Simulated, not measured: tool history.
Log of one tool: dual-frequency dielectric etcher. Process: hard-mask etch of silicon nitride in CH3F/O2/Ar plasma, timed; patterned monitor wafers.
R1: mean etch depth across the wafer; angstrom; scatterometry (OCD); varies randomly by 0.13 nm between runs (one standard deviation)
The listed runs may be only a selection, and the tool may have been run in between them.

run 1 hour=0 | source_power_(kW)=0.47 bias_power_(kW)=0.052 etch_time_(s)=110.5 | R1=695.16
run 2 hour=5.6 | source_power_(kW)=0.47 bias_power_(kW)=0.045 etch_time_(s)=110.5 | R1=678.28
run 3 hour=7.6 | source_power_(kW)=0.39 bias_power_(kW)=0.045 etch_time_(s)=110.5 | R1=617.83
run 4 hour=14 | source_power_(kW)=0.45 bias_power_(kW)=0.045 etch_time_(s)=110.5 | R1=662.81
run 5 hour=16.9 | source_power_(kW)=0.45 bias_power_(kW)=0.045 etch_time_(s)=110.5 | R1=662.75
run 6 hour=24 | source_power_(kW)=0.45 bias_power_(kW)=0.045 etch_time_(s)=101 | R1=607.26
run 7 hour=30.7 | source_power_(kW)=0.44 bias_power_(kW)=0.045 etch_time_(s)=101 | R1=596.25
run 8 hour=35.2 | source_power_(kW)=0.43 bias_power_(kW)=0.045 etch_time_(s)=101 | R1=595.04

Forecast run 9:
run 9 hour=38.9 | source_power_(kW)=0.42 bias_power_(kW)=0.045 etch_time_(s)=101 | R1=?

{"run 9": {"R1": 586.81}}
